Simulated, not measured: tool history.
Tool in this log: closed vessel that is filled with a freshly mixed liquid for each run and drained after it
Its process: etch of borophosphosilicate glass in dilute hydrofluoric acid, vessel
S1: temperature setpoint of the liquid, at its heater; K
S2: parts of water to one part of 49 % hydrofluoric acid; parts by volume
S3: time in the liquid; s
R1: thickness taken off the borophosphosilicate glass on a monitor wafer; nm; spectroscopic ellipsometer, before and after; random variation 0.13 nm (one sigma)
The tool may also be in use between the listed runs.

run  hour      S1   S2  S3       R1
  1   0.0  298.15  145  35  10.3530
  2   7.0  299.65  140  35  11.3160
  3   9.4  299.65  140  30   9.5003
  4  17.9  299.65  125  30  11.0110
  5  22.8  300.65  115  30  12.6050
  6  29.6  300.65  115  30  12.4030
  7  37.5  301.65  110  30  13.5720
  8  39.1  302.65  110  30  14.2960

Run 9 has not been measured yet. What should we expect?
  9  44.4  303.15  110  30   ?

R1: 14.4570 nm
